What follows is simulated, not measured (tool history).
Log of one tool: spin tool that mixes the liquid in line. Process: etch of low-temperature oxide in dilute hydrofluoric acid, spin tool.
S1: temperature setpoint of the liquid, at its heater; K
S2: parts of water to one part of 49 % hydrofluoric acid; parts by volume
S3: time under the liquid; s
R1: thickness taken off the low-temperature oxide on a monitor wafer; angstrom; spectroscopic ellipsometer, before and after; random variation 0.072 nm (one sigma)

run  hour      S1   S2  S3      R1
  1     0  297.15  170  70  73.468
  2   1.6  298.65  160  70  82.712
  3   4.7  299.65  155  70  89.124
  4   5.9  299.65  155  75  96.518
  5    14  300.65  150  75   102.2
  6  20.7  301.15  145  75  109.56
  7    26  301.65  145  75  112.02

The next listed run, before its measurement:
  8  31.4  302.15  145  75   ?

R1: 114 angstrom
